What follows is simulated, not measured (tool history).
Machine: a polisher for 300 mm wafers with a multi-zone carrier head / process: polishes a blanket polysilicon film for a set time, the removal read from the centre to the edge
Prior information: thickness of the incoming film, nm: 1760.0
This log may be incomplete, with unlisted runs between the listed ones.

run	hour	flow of slurry (ml/min)	pressure of the head's centre zone	pressure of the head's middle zone	pressure of the head's edge zone	polishing time (s)	film removed at the wafer's centre (Å)	film removed at mid-radius (Å)	film removed at the wafer's edge (Å)
1	0.0	180	1.00	1.00	1.00	30	1747.8	1753.9	1802.2
2	2.4	180	0.96	1.00	1.00	30	1660.9	1775.2	1744.1
3	6.6	180	1.04	1.00	1.00	30	1803.5	1778.3	1788.3
4	13.8	190	1.04	1.01	1.01	30	1847.2	1803.8	1773.3
5	20.5	190	1.04	1.01	1.02	31	1860.6	1813.6	1832.9
6	25.4	160	1.04	1.01	1.02	31	1845.6	1781.4	1831.9
7	27.3	165	1.04	1.02	1.03	31	1846.2	1807.3	1840.1

Run 8, settings as shown, results not yet in. Your forecast:
8	29.9	170	1.04	1.03	1.04	31	?	?	?

Logged for run 8: film removed at the wafer's centre (Å) 1864.7, film removed at mid-radius (Å) 1875.1, film removed at the wafer's edge (Å) 1870.6.
